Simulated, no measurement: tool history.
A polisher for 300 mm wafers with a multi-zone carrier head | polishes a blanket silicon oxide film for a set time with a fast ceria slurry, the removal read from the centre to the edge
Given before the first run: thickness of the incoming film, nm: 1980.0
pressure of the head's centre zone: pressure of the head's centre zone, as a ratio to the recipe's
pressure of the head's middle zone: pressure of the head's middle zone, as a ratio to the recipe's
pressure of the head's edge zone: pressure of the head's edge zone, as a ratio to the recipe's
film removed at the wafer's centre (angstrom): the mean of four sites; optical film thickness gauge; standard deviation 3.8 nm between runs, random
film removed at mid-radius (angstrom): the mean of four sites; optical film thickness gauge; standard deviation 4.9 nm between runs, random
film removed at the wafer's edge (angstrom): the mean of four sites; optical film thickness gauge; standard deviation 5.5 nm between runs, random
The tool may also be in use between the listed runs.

run,hour,flow of slurry (ml/min),pressure of the head's centre zone,pressure of the head's middle zone,pressure of the head's edge zone,polishing time (s),film removed at the wafer's centre (angstrom),film removed at mid-radius (angstrom),film removed at the wafer's edge (angstrom)
1,0,160,1,1,1,51,6448,5919.2,5937.1
2,2.4,160,1,1,1,57,7135.9,6530.3,6444.3
3,5.2,150,0.97,0.99,0.99,55,6533.8,6275.2,6162.2
4,13.3,145,0.94,0.96,0.98,54,6322.7,5962.3,6069.2
5,21.8,145,0.94,0.96,0.98,66,7499.6,7330.1,7414.3
6,27.4,145,0.94,0.96,0.94,66,7586.8,7350.8,7243.9
7,34.3,135,0.92,0.95,0.95,62,6863.9,6913,6614.2
8,36.2,130,0.9,0.94,0.97,59,6374.8,6411.2,6458.6
9,39,100,0.81,0.92,0.91,45,3963.7,4445,4645.3
10,46.5,110,0.81,0.92,0.92,45,4179,4503.8,4690.8
11,54.4,115,0.81,0.93,0.94,45,4241.7,4638.3,4695.6

Run 12, settings as shown, results not yet in. Your forecast:
12,59,140,0.81,0.9,1.04,47,?,?,?

Run 12 came out at film removed at the wafer's centre (angstrom) 4647.6, film removed at mid-radius (angstrom) 4959.9, film removed at the wafer's edge (angstrom) 5442.3.

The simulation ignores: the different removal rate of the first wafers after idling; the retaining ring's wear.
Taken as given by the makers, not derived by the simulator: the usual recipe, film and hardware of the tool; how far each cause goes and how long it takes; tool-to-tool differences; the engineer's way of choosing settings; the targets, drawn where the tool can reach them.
